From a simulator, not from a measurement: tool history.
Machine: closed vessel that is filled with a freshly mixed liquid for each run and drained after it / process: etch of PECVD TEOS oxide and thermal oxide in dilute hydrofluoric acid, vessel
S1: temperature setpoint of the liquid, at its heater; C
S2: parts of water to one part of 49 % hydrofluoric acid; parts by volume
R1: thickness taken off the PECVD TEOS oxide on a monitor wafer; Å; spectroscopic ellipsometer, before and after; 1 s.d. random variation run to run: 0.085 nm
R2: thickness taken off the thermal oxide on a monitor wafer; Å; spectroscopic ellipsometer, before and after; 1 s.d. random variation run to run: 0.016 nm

{"run": 1, "hour": 0.0, "S1": 21.0, "S2": 95, "time in the liquid (s)": 135, "R1": 231.4, "R2": 63.541}
{"run": 2, "hour": 1.4, "S1": 20.0, "S2": 105, "time in the liquid (s)": 135, "R1": 198.15, "R2": 53.752}
{"run": 3, "hour": 2.3, "S1": 19.5, "S2": 110, "time in the liquid (s)": 135, "R1": 187.08, "R2": 50.427}
{"run": 4, "hour": 6.7, "S1": 19.0, "S2": 120, "time in the liquid (s)": 135, "R1": 164.39, "R2": 45.012}
{"run": 5, "hour": 11.3, "S1": 17.0, "S2": 120, "time in the liquid (s)": 135, "R1": 151.52, "R2": 40.669}
{"run": 6, "hour": 13.6, "S1": 17.0, "S2": 125, "time in the liquid (s)": 135, "R1": 145.19, "R2": 39.291}
{"run": 7, "hour": 21.1, "S1": 17.0, "S2": 130, "time in the liquid (s)": 135, "R1": 138.47, "R2": 37.603}

Predict the results of run 8:
{"run": 8, "hour": 24.2, "S1": 17.0, "S2": 135, "time in the liquid (s)": 135, "R1": "?", "R2": "?"}

Logged for run 8: R1 133.73 Å, R2 35.730 Å.
